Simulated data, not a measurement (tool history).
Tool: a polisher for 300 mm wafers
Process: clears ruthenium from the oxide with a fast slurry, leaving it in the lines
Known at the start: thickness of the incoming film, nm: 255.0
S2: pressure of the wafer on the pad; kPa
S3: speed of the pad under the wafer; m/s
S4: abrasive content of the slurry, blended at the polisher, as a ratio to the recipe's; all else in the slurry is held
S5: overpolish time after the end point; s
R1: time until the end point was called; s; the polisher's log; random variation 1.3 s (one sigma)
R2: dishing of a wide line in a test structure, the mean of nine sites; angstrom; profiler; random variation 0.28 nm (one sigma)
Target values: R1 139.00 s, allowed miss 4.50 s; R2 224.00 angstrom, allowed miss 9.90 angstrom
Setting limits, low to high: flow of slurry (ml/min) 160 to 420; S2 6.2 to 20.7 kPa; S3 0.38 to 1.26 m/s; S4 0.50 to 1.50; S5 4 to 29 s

run 1 hour=0.0 | flow_of_slurry_(ml/min)=270 S2=13.1 S3=0.82 S4=1.00 S5=15 | R1=111.40 R2=297.14
run 2 hour=8.5 | flow_of_slurry_(ml/min)=270 S2=13.1 S3=0.82 S4=0.85 S5=15 | R1=121.42 R2=275.39
run 3 hour=14.7 | flow_of_slurry_(ml/min)=270 S2=12.4 S3=0.82 S4=0.85 S5=14 | R1=124.46 R2=243.63
run 4 hour=22.2 | flow_of_slurry_(ml/min)=270 S2=12.4 S3=0.70 S4=0.85 S5=14 | R1=144.77 R2=209.78
run 5 hour=27.7 | flow_of_slurry_(ml/min)=270 S2=12.4 S3=0.70 S4=0.85 S5=8 | R1=144.54 R2=126.33
run 6 hour=34.5 | flow_of_slurry_(ml/min)=265 S2=12.4 S3=0.70 S4=0.85 S5=9 | R1=145.26 R2=141.90
run 7 hour=41.2 | flow_of_slurry_(ml/min)=260 S2=12.4 S3=0.70 S4=0.85 S5=10 | R1=147.72 R2=159.52
run 8 hour=44.6 | flow_of_slurry_(ml/min)=245 S2=12.4 S3=0.70 S4=0.85 S5=10 | R1=146.69 R2=151.89
run 9 hour=45.2 | flow_of_slurry_(ml/min)=245 S2=12.4 S3=0.70 S4=0.85 S5=11 | R1=146.26 R2=174.26
run 10 hour=50.1 | flow_of_slurry_(ml/min)=235 S2=12.4 S3=0.70 S4=0.85 S5=11 | R1=147.67 R2=170.48
run 11 hour=57.7 | flow_of_slurry_(ml/min)=230 S2=12.4 S3=0.70 S4=0.85 S5=11 | R1=147.32 R2=170.12
run 12 hour=59.1 | flow_of_slurry_(ml/min)=225 S2=12.4 S3=0.70 S4=0.85 S5=11 | R1=146.90 R2=170.57
run 13 hour=67.5 | flow_of_slurry_(ml/min)=220 S2=12.4 S3=0.70 S4=0.85 S5=11 | R1=148.49 R2=167.53
run 14 hour=68.2 | flow_of_slurry_(ml/min)=220 S2=12.4 S3=0.70 S4=0.85 S5=11 | R1=149.23 R2=166.85
run 15 hour=76.2 | flow_of_slurry_(ml/min)=215 S2=13.1 S3=0.70 S4=0.85 S5=13 | R1=142.93 R2=203.85

5 candidate next runs follow, results not yet known. Just one meets every target within its allowed miss. Identify it.
run A hour=84.2 | flow_of_slurry_(ml/min)=165 S2=9.7 S3=1.02 S4=0.80 S5=13 | R1=? R2=?
run B hour=84.2 | flow_of_slurry_(ml/min)=170 S2=14.5 S3=0.74 S4=0.90 S5=11 | R1=? R2=?
run C hour=84.2 | flow_of_slurry_(ml/min)=200 S2=14.5 S3=0.70 S4=0.75 S5=14 | R1=? R2=?
run D hour=84.2 | flow_of_slurry_(ml/min)=250 S2=9.7 S3=0.88 S4=1.15 S5=13 | R1=? R2=?
run E hour=84.2 | flow_of_slurry_(ml/min)=185 S2=15.9 S3=0.74 S4=0.70 S5=12 | R1=? R2=?

move=A R1=139.41 R2=207.55
move=B R1=127.55 R2=192.67
move=C R1=139.47 R2=222.56
move=D R1=130.44 R2=221.05
move=E R1=128.23 R2=208.24
A: better than the last run, though not everything is in spec
B: moves away from the targets compared with the last run
C: every result lands within tolerance
D: gets the furthest-off result to its target, but another result is out of tolerance
E: moves away from the targets compared with the last run
Correct choice: C, which meets every target

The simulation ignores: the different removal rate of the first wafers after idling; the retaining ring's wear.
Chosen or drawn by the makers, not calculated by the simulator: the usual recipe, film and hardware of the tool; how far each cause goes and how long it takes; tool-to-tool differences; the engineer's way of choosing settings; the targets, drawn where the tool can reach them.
